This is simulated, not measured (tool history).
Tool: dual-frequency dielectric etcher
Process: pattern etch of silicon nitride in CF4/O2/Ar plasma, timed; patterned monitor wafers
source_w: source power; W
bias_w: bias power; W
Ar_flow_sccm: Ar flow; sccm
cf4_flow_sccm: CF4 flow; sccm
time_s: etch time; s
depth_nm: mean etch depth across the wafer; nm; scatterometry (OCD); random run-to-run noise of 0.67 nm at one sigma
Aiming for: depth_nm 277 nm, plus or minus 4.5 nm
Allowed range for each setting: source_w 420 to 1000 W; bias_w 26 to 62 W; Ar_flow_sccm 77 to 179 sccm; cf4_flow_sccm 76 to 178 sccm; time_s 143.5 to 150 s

{"run": 1, "hour": 0.0, "source_w": 710, "bias_w": 44, "Ar_flow_sccm": 128, "cf4_flow_sccm": 127, "time_s": 143.5, "depth_nm": 351.73}
{"run": 2, "hour": 2.0, "source_w": 650, "bias_w": 44, "Ar_flow_sccm": 128, "cf4_flow_sccm": 127, "time_s": 143.5, "depth_nm": 322.65}
{"run": 3, "hour": 5.6, "source_w": 650, "bias_w": 44, "Ar_flow_sccm": 128, "cf4_flow_sccm": 146, "time_s": 143.5, "depth_nm": 328.25}
{"run": 4, "hour": 13.1, "source_w": 700, "bias_w": 44, "Ar_flow_sccm": 128, "cf4_flow_sccm": 146, "time_s": 143.5, "depth_nm": 354.23}
{"run": 5, "hour": 18.9, "source_w": 640, "bias_w": 44, "Ar_flow_sccm": 128, "cf4_flow_sccm": 146, "time_s": 143.5, "depth_nm": 322.88}
{"run": 6, "hour": 23.6, "source_w": 640, "bias_w": 44, "Ar_flow_sccm": 110, "cf4_flow_sccm": 146, "time_s": 143.5, "depth_nm": 326.42}
{"run": 7, "hour": 24.4, "source_w": 600, "bias_w": 44, "Ar_flow_sccm": 110, "cf4_flow_sccm": 146, "time_s": 143.5, "depth_nm": 309.16}
{"run": 8, "hour": 31.8, "source_w": 570, "bias_w": 44, "Ar_flow_sccm": 110, "cf4_flow_sccm": 146, "time_s": 143.5, "depth_nm": 292.15}
{"run": 9, "hour": 40.2, "source_w": 530, "bias_w": 44, "Ar_flow_sccm": 110, "cf4_flow_sccm": 146, "time_s": 143.5, "depth_nm": 271.7}

5 next moves are on the table. One of them brings every result within its allowed miss. Which?
{"run": "A", "hour": 48.6, "source_w": 550, "bias_w": 40, "Ar_flow_sccm": 108, "cf4_flow_sccm": 130, "time_s": 143.5, "depth_nm": "?"}
{"run": "B", "hour": 48.6, "source_w": 520, "bias_w": 43, "Ar_flow_sccm": 108, "cf4_flow_sccm": 127, "time_s": 145.5, "depth_nm": "?"}
{"run": "C", "hour": 48.6, "source_w": 510, "bias_w": 46, "Ar_flow_sccm": 98, "cf4_flow_sccm": 135, "time_s": 143.5, "depth_nm": "?"}
{"run": "D", "hour": 48.6, "source_w": 530, "bias_w": 45, "Ar_flow_sccm": 132, "cf4_flow_sccm": 129, "time_s": 150, "depth_nm": "?"}
{"run": "E", "hour": 48.6, "source_w": 490, "bias_w": 49, "Ar_flow_sccm": 101, "cf4_flow_sccm": 150, "time_s": 146.5, "depth_nm": "?"}

move=A depth_nm=269.31
move=B depth_nm=263.15
move=C depth_nm=264.6
move=D depth_nm=275.81
move=E depth_nm=267.41
A: misses by more than the last run did
B: misses by more than the last run did
C: misses by more than the last run did
D: every result lands within tolerance
E: misses by more than the last run did
So the answer is move D, the one that meets all the targets.

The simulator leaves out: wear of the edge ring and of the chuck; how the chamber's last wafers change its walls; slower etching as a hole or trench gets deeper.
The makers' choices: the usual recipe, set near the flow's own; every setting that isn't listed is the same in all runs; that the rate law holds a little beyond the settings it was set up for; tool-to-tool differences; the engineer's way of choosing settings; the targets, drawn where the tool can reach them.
